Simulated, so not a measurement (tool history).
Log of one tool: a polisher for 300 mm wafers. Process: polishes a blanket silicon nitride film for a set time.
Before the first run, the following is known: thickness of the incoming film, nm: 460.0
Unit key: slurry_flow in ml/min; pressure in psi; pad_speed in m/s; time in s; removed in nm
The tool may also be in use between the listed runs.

run	day	slurry_flow	pressure	pad_speed	time	removed
1	0.000	190	3.9	1.08	70	163.660
2	0.288	185	3.3	1.04	70	137.620
3	0.412	185	3.3	1.24	70	148.020
4	0.675	185	3.3	1.38	70	156.780
5	0.721	175	2.9	1.24	70	131.650
6	0.938	165	2.6	1.16	70	111.150
7	1.217	155	2.4	1.16	70	101.860
8	1.462	145	2.3	1.16	70	96.996
9	1.742	140	2.2	1.16	70	92.277
10	2.029	135	2.1	1.16	70	87.577

Expected results for the next run?
11	2.133	130	2.1	1.16	70	?

Run 11 yielded removed 87.983 nm.
